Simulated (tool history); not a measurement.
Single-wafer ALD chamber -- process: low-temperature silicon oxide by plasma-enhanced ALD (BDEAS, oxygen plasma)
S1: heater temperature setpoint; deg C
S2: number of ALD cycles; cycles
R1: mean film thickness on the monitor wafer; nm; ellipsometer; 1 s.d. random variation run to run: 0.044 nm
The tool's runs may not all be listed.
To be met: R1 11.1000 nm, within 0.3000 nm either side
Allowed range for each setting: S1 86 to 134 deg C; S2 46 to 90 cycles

Run 1, hour 0.0: S1 110 deg C, S2 68 cycles. Result: R1 8.8411 nm.
Run 2, hour 5.1: S1 110 deg C, S2 60 cycles. Result: R1 7.7656 nm.
Run 3, hour 6.7: S1 110 deg C, S2 54 cycles. Result: R1 7.0085 nm.
Run 4, hour 12.5: S1 100 deg C, S2 54 cycles. Result: R1 7.0988 nm.
Run 5, hour 18.2: S1 99 deg C, S2 61 cycles. Result: R1 8.0424 nm.
Run 6, hour 22.0: S1 99 deg C, S2 56 cycles. Result: R1 7.3639 nm.
At hour 26.9: thermocouple changed; heater temperature recalibrated.
Run 7, hour 26.9: S1 98 deg C, S2 62 cycles. Result: R1 8.2791 nm.
Run 8, hour 33.4: S1 97 deg C, S2 66 cycles. Result: R1 8.8479 nm.
Run 9, hour 34.1: S1 96 deg C, S2 69 cycles. Result: R1 9.2870 nm.
Run 10, hour 35.2: S1 95 deg C, S2 72 cycles. Result: R1 9.7001 nm.
Run 11, hour 35.8: S1 95 deg C, S2 74 cycles. Result: R1 9.9996 nm.
Run 12, hour 38.0: S1 95 deg C, S2 74 cycles. Result: R1 9.9624 nm.

5 candidate next runs follow, results not yet known. Just one meets every target within its allowed miss. Identify it.
Run A, hour 40.2: S1 87 deg C, S2 76 cycles. Result: R1 ?.
Run B, hour 40.2: S1 87 deg C, S2 86 cycles. Result: R1 ?.
Run C, hour 40.2: S1 90 deg C, S2 76 cycles. Result: R1 ?.
Run D, hour 40.2: S1 90 deg C, S2 66 cycles. Result: R1 ?.
Run E, hour 40.2: S1 95 deg C, S2 82 cycles. Result: R1 ?.

move       R1
   A  10.5000
   B  11.8820
   C  10.4040
   D   9.0347
   E  11.0510
A: better than the last run, though not everything is in spec
B: moves the result that the last run missed by most past its target, out the other side
C: better than the last run, though not everything is in spec
D: moves away from the targets compared with the last run
E: every result lands within tolerance
Answer: E
